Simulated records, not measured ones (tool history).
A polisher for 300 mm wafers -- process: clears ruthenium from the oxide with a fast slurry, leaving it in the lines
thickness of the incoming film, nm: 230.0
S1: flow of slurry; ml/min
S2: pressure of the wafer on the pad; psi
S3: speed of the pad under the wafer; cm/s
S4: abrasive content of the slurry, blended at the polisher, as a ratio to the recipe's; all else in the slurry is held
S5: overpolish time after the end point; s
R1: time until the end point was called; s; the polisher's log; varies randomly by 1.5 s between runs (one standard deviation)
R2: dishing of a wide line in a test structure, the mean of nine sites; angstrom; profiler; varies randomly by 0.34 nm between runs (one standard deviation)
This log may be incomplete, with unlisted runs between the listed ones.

{"run": 1, "hour": 0.0, "S1": 140, "S2": 2.8, "S3": 84, "S4": 1, "S5": 19, "R1": 61.816, "R2": 562.96}
{"run": 2, "hour": 3.0, "S1": 140, "S2": 2.8, "S3": 84, "S4": 1, "S5": 15, "R1": 61.307, "R2": 467.24}
{"run": 3, "hour": 5.0, "S1": 145, "S2": 2.6, "S3": 84, "S4": 1, "S5": 13, "R1": 63.096, "R2": 385.08}
{"run": 4, "hour": 11.6, "S1": 145, "S2": 2.6, "S3": 96, "S4": 1, "S5": 13, "R1": 57.016, "R2": 451.11}
{"run": 5, "hour": 14.1, "S1": 150, "S2": 2.4, "S3": 94, "S4": 1, "S5": 12, "R1": 60.729, "R2": 359.96}
{"run": 6, "hour": 20.1, "S1": 155, "S2": 2.2, "S3": 94, "S4": 1, "S5": 12, "R1": 66.944, "R2": 347.27}

What does the tool deliver on the next run?
{"run": 7, "hour": 23.7, "S1": 155, "S2": 2.1, "S3": 94, "S4": 1, "S5": 11, "R1": "?", "R2": "?"}

For run 7 the tool returned R1 70.716 s, R2 305.86 angstrom.

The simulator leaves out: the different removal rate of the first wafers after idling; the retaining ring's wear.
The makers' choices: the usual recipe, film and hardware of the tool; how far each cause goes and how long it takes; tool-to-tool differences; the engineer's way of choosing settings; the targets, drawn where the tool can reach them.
